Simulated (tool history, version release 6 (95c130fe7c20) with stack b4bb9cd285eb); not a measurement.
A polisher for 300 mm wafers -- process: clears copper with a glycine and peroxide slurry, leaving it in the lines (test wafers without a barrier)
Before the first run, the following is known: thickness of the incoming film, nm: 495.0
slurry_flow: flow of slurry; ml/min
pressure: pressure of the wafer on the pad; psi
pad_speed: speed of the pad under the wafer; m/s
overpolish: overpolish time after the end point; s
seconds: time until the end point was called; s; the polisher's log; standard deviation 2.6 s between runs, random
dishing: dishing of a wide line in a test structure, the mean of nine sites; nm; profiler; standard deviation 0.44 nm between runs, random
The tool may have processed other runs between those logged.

| run | hour | slurry_flow | pressure | pad_speed | overpolish | seconds | dishing |
|---|---|---|---|---|---|---|---|
| 1 | 0 | 190 | 2.1 | 1.18 | 25 | 114.03 | 61.174 |
| 2 | 2 | 190 | 1.9 | 1.14 | 22 | 127.77 | 51.632 |
| 3 | 8.5 | 190 | 1.7 | 1.14 | 22 | 138.94 | 47.867 |
| 4 | 12.9 | 190 | 1.4 | 1.14 | 22 | 157.91 | 44.529 |
| 5 | 16.5 | 190 | 1.3 | 1.14 | 20 | 166.45 | 39.53 |
| 6 | 17.2 | 190 | 1.3 | 1.34 | 20 | 150.58 | 41.178 |
| 7 | 24.1 | 190 | 1.2 | 1.36 | 19 | 158.51 | 38.225 |
| 8 | 32.1 | 190 | 1.2 | 1.36 | 19 | 158.51 | 38.928 |
| 9 | 38.3 | 190 | 1 | 1.36 | 15 | 172.76 | 29.27 |
| 10 | 39.7 | 190 | 1 | 1.34 | 16 | 173.35 | 30.267 |

For run 11, what comes out?
| 11 | 43.6 | 190 | 1 | 1.32 | 17 | ? | ? |

seconds: 180.41 s
dishing: 31.493 nm
